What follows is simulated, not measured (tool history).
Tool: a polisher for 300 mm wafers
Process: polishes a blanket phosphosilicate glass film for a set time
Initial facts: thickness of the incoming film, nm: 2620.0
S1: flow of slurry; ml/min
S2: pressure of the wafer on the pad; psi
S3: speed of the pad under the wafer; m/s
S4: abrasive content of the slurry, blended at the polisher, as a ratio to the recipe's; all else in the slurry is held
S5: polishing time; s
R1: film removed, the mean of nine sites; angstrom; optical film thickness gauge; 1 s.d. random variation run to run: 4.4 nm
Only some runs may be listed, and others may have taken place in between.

Run 1, day 0.000: S1 290 ml/min, S2 2.8 psi, S3 1.28 m/s, S4 1.0, S5 42 s. Result: R1 4713.0 angstrom.
Run 2, day 0.108: S1 290 ml/min, S2 2.8 psi, S3 1.28 m/s, S4 1.0, S5 37 s. Result: R1 4088.0 angstrom.
Run 3, day 0.242: S1 290 ml/min, S2 2.8 psi, S3 1.28 m/s, S4 0.9, S5 37 s. Result: R1 3831.8 angstrom.
Run 4, day 0.338: S1 290 ml/min, S2 3.1 psi, S3 1.28 m/s, S4 0.9, S5 37 s. Result: R1 4168.3 angstrom.
Run 5, day 0.633: S1 290 ml/min, S2 3.1 psi, S3 1.28 m/s, S4 0.9, S5 42 s. Result: R1 4694.3 angstrom.
Run 6, day 0.900: S1 290 ml/min, S2 3.1 psi, S3 1.28 m/s, S4 0.7, S5 42 s. Result: R1 3997.9 angstrom.
Run 7, day 0.992: S1 295 ml/min, S2 3.5 psi, S3 1.28 m/s, S4 0.7, S5 42 s. Result: R1 4337.1 angstrom.
Run 8, day 1.321: S1 295 ml/min, S2 3.8 psi, S3 1.32 m/s, S4 0.7, S5 42 s. Result: R1 4662.3 angstrom.
Run 9, day 1.388: S1 295 ml/min, S2 4.0 psi, S3 1.38 m/s, S4 0.7, S5 42 s. Result: R1 5139.1 angstrom.

Run 10 comes next. What will it give?
Run 10, day 1.700: S1 305 ml/min, S2 4.4 psi, S3 1.38 m/s, S4 0.7, S5 42 s. Result: R1 ?.

R1: 5467.0 angstrom

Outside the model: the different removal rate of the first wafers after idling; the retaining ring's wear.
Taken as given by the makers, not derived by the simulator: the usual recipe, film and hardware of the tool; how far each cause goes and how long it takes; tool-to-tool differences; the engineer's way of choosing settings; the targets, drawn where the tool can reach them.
